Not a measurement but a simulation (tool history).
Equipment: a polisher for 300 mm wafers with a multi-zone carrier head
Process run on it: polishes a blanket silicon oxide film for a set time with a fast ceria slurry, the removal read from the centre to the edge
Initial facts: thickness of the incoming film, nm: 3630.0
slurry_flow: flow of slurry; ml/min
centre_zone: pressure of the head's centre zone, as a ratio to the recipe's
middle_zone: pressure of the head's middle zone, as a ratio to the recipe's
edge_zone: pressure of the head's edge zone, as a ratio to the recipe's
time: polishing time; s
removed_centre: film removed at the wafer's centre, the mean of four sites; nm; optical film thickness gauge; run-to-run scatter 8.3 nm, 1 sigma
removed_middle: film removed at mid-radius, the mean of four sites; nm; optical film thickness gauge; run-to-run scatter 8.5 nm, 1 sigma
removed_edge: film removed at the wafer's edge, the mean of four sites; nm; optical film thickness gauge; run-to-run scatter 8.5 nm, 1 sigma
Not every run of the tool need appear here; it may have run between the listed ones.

| run | hour | slurry_flow | centre_zone | middle_zone | edge_zone | time | removed_centre | removed_middle | removed_edge |
|---|---|---|---|---|---|---|---|---|---|
| 1 | 0.0 | 280 | 1.00 | 1.00 | 1.00 | 66 | 1217.7 | 1239.70 | 1253.4 |
| 2 | 1.3 | 280 | 1.01 | 0.98 | 0.98 | 62 | 1149.1 | 1143.30 | 1149.7 |
| 3 | 8.2 | 280 | 1.05 | 0.98 | 0.98 | 62 | 1206.7 | 1166.80 | 1179.9 |
| 4 | 13.1 | 280 | 1.05 | 0.98 | 1.04 | 62 | 1216.9 | 1165.30 | 1177.6 |
| 5 | 18.9 | 280 | 1.05 | 0.91 | 1.04 | 62 | 1202.7 | 1094.90 | 1205.6 |
| 6 | 27.0 | 280 | 1.05 | 0.91 | 1.04 | 73 | 1418.3 | 1293.40 | 1396.3 |
| 7 | 28.8 | 280 | 1.06 | 0.91 | 1.03 | 67 | 1321.6 | 1202.50 | 1286.6 |
| 8 | 34.1 | 280 | 1.07 | 0.91 | 1.02 | 62 | 1227.6 | 1100.00 | 1207.4 |
| 9 | 41.7 | 280 | 1.08 | 0.92 | 1.02 | 57 | 1133.1 | 990.39 | 1093.1 |

Predict the results of run 10:
| 10 | 47.4 | 280 | 1.08 | 0.93 | 1.01 | 54 | ? | ? | ? |

{"run 10": {"removed_centre": 1085.6, "removed_middle": 974.36, "removed_edge": 1044.7}}
